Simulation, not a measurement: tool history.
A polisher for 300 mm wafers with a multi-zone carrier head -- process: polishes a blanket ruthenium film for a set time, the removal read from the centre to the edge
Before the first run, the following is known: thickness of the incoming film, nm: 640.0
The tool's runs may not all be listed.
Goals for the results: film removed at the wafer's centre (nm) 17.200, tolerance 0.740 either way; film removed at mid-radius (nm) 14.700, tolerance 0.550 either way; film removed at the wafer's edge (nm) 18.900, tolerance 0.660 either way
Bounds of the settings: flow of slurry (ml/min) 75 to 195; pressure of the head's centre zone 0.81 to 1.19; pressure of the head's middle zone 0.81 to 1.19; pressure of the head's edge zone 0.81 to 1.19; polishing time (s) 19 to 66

run	hour	flow of slurry (ml/min)	pressure of the head's centre zone	pressure of the head's middle zone	pressure of the head's edge zone	polishing time (s)	film removed at the wafer's centre (nm)	film removed at mid-radius (nm)	film removed at the wafer's edge (nm)
1	0.0	125	1.00	1.00	1.00	42	31.414	32.301	33.798
2	4.1	110	1.01	0.94	1.00	34	25.709	24.687	26.958
3	11.2	100	1.01	0.90	1.04	29	21.553	19.253	23.452
4	13.8	95	1.00	0.88	1.03	27	18.985	17.398	21.087
5	18.1	90	1.01	0.86	1.03	26	18.472	16.573	20.485
6	25.1	90	1.01	0.86	0.95	26	18.448	16.460	19.813
7	26.4	85	1.01	0.84	0.95	26	17.869	15.981	19.285
8	34.8	85	1.01	0.84	0.95	26	18.056	15.814	19.589
9	42.2	80	1.01	0.83	0.95	26	17.357	15.832	19.433

Of the 5 settings listed for the next run, only one would bring every result within its allowed miss of target. Which one?
A	49.6	115	1.03	1.00	0.88	24	?	?	?
B	49.6	125	0.99	0.81	1.00	23	?	?	?
C	49.6	125	0.93	0.87	0.94	24	?	?	?
D	49.6	85	0.94	0.91	0.84	27	?	?	?
E	49.6	75	0.97	0.93	1.00	27	?	?	?

move	film removed at the wafer's centre (nm)	film removed at mid-radius (nm)	film removed at the wafer's edge (nm)
A	17.888	17.948	18.180
B	16.830	14.676	18.601
C	16.620	16.244	18.906
D	17.202	17.489	19.242
E	17.084	17.275	20.221
A: lands further from the targets than the last run did
B: meets every target
C: lands further from the targets than the last run did
D: lands further from the targets than the last run did
E: lands further from the targets than the last run did
B is the move that brings every result within its allowed miss.

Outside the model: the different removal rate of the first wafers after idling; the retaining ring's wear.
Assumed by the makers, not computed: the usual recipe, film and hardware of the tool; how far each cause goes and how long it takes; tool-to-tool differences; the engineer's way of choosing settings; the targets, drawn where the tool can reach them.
